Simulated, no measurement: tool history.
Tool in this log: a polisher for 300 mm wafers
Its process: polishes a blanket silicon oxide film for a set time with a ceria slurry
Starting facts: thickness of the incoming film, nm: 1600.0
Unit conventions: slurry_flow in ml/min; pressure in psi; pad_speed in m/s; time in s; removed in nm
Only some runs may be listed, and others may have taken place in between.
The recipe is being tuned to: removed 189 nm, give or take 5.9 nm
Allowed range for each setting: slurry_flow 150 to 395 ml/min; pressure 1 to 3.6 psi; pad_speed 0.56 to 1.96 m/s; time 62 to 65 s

{"run": 1, "hour": 0.0, "slurry_flow": 250, "pressure": 2.3, "pad_speed": 1.26, "time": 62, "removed": 216.62}
{"run": 2, "hour": 1.3, "slurry_flow": 250, "pressure": 2.2, "pad_speed": 1.26, "time": 62, "removed": 209.31}
{"run": 3, "hour": 4.6, "slurry_flow": 250, "pressure": 2.2, "pad_speed": 1.26, "time": 65, "removed": 215.09}
{"run": 4, "hour": 11.9, "slurry_flow": 250, "pressure": 2.2, "pad_speed": 1.26, "time": 62, "removed": 206.25}
{"run": 5, "hour": 15.2, "slurry_flow": 250, "pressure": 2.2, "pad_speed": 1.5, "time": 62, "removed": 245.7}
{"run": 6, "hour": 23.0, "slurry_flow": 250, "pressure": 2.4, "pad_speed": 1.5, "time": 62, "removed": 269.97}
{"run": 7, "hour": 29.8, "slurry_flow": 250, "pressure": 2.2, "pad_speed": 1.5, "time": 62, "removed": 240.85}
{"run": 8, "hour": 38.7, "slurry_flow": 250, "pressure": 2.1, "pad_speed": 1.5, "time": 62, "removed": 233.6}
{"run": 9, "hour": 41.8, "slurry_flow": 250, "pressure": 2.1, "pad_speed": 1.5, "time": 62, "removed": 235.07}
{"run": 10, "hour": 45.3, "slurry_flow": 250, "pressure": 2, "pad_speed": 1.5, "time": 62, "removed": 223.84}
{"run": 11, "hour": 50.5, "slurry_flow": 250, "pressure": 1.9, "pad_speed": 1.5, "time": 62, "removed": 213.35}
{"run": 12, "hour": 57.1, "slurry_flow": 250, "pressure": 1.8, "pad_speed": 1.5, "time": 62, "removed": 203.95}

Next run, 4 choices. One meets every target within its allowed miss, the rest don't. Which?
{"run": "A", "hour": 63.7, "slurry_flow": 260, "pressure": 1.7, "pad_speed": 1.72, "time": 62, "removed": "?"}
{"run": "B", "hour": 63.7, "slurry_flow": 330, "pressure": 1.2, "pad_speed": 1.96, "time": 65, "removed": "?"}
{"run": "C", "hour": 63.7, "slurry_flow": 200, "pressure": 1.8, "pad_speed": 1.5, "time": 65, "removed": "?"}
{"run": "D", "hour": 63.7, "slurry_flow": 175, "pressure": 2.2, "pad_speed": 1.32, "time": 65, "removed": "?"}

move=A removed=215.18
move=B removed=186.73
move=C removed=205.01
move=D removed=217.81
A: the biggest miss grows against the last run
B: all results in spec
C: the biggest miss grows against the last run
D: the biggest miss grows against the last run
The right move is B.
